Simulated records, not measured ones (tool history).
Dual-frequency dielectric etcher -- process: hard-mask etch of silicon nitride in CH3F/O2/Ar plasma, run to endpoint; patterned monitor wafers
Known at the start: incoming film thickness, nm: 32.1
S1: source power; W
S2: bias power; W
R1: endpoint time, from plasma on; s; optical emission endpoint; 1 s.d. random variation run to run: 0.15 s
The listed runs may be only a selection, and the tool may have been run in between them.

run    day   S1  S2      R1
  1  0.000  340  72  50.439
  2  0.083  360  75  48.270
  3  0.112  380  76  46.770
  4  0.479  340  76  48.951
  5  0.662  360  78  47.245
  6  0.717  370  79  46.605
  7  0.846  380  80  45.506

Expected results for the next run?
  8  0.954  380  80   ?

R1: 45.711 s
